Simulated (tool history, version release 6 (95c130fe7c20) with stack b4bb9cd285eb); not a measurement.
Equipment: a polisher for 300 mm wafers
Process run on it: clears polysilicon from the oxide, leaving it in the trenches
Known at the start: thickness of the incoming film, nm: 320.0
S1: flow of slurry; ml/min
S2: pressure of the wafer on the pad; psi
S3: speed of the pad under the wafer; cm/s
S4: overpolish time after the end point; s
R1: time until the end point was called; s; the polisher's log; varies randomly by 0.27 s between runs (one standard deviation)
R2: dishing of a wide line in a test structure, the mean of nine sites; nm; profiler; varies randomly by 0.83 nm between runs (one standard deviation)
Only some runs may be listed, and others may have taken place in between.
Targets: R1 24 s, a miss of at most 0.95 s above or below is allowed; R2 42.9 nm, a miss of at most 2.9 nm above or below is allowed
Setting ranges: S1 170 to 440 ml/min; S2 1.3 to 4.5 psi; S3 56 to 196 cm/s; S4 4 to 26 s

{"run": 1, "hour": 0.0, "S1": 280, "S2": 2.9, "S3": 126, "S4": 13, "R1": 17.407, "R2": 65.925}
{"run": 2, "hour": 8.6, "S1": 280, "S2": 2.4, "S3": 126, "S4": 13, "R1": 21.193, "R2": 64.655}
{"run": 3, "hour": 14.9, "S1": 280, "S2": 2.4, "S3": 126, "S4": 8, "R1": 21.097, "R2": 56.522}
{"run": 4, "hour": 17.7, "S1": 280, "S2": 2.2, "S3": 130, "S4": 7, "R1": 22.383, "R2": 52.282}
{"run": 5, "hour": 18.5, "S1": 280, "S2": 1.8, "S3": 130, "S4": 7, "R1": 27.219, "R2": 48.182}
{"run": 6, "hour": 22.9, "S1": 280, "S2": 2.3, "S3": 130, "S4": 7, "R1": 21.236, "R2": 53.737}
{"run": 7, "hour": 28.8, "S1": 280, "S2": 2.3, "S3": 130, "S4": 7, "R1": 21.094, "R2": 52.874}
{"run": 8, "hour": 31.5, "S1": 275, "S2": 2.1, "S3": 136, "S4": 6, "R1": 22.16, "R2": 49.22}

Which one of the following 5 next-run settings gets every result inside its allowed miss? There is exactly one.
{"run": "A", "hour": 34.2, "S1": 265, "S2": 2.1, "S3": 124, "S4": 4, "R1": "?", "R2": "?"}
{"run": "B", "hour": 34.2, "S1": 245, "S2": 2.2, "S3": 148, "S4": 8, "R1": "?", "R2": "?"}
{"run": "C", "hour": 34.2, "S1": 265, "S2": 2.6, "S3": 112, "S4": 10, "R1": "?", "R2": "?"}
{"run": "D", "hour": 34.2, "S1": 230, "S2": 1.9, "S3": 154, "S4": 7, "R1": "?", "R2": "?"}
{"run": "E", "hour": 34.2, "S1": 305, "S2": 2.2, "S3": 116, "S4": 5, "R1": "?", "R2": "?"}

move=A R1=24.239 R2=37.207
move=B R1=20.048 R2=57.209
move=C R1=21.53 R2=59.718
move=D R1=22.453 R2=52.286
move=E R1=24.194 R2=42.66
A: takes the biggest miss from the last run beyond its target
B: its largest miss is bigger than the last run's
C: its largest miss is bigger than the last run's
D: its largest miss is bigger than the last run's
E: all results in spec
E is the move that brings every result within its allowed miss.

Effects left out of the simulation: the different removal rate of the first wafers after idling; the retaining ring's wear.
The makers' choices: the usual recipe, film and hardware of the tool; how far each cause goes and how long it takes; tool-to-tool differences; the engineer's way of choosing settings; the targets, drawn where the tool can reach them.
